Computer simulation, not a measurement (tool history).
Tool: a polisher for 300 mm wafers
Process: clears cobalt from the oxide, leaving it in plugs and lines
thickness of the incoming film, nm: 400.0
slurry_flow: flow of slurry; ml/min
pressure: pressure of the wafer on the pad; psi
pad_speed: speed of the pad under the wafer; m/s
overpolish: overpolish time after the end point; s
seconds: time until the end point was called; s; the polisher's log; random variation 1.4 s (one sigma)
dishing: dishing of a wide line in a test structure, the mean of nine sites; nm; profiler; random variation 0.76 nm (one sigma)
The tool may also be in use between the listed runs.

{"run": 1, "hour": 0.0, "slurry_flow": 300, "pressure": 1.8, "pad_speed": 0.98, "overpolish": 16, "seconds": 92.057, "dishing": 37.465}
{"run": 2, "hour": 6.6, "slurry_flow": 365, "pressure": 1.8, "pad_speed": 0.98, "overpolish": 16, "seconds": 91.498, "dishing": 37.004}
{"run": 3, "hour": 10.9, "slurry_flow": 405, "pressure": 1.8, "pad_speed": 0.98, "overpolish": 16, "seconds": 90.394, "dishing": 35.959}
{"run": 4, "hour": 14.9, "slurry_flow": 405, "pressure": 1.7, "pad_speed": 0.98, "overpolish": 17, "seconds": 93.586, "dishing": 38.042}
{"run": 5, "hour": 22.0, "slurry_flow": 405, "pressure": 1.6, "pad_speed": 0.96, "overpolish": 17, "seconds": 102.4, "dishing": 35.327}
{"run": 6, "hour": 25.4, "slurry_flow": 450, "pressure": 1.6, "pad_speed": 0.96, "overpolish": 17, "seconds": 101.01, "dishing": 35.758}
{"run": 7, "hour": 32.0, "slurry_flow": 450, "pressure": 1.5, "pad_speed": 0.96, "overpolish": 18, "seconds": 109.12, "dishing": 36.056}

Forecast run 8:
{"run": 8, "hour": 36.4, "slurry_flow": 450, "pressure": 1.4, "pad_speed": 0.96, "overpolish": 18, "seconds": "?", "dishing": "?"}

Run 8 gave seconds 115.47 s, dishing 33.894 nm.
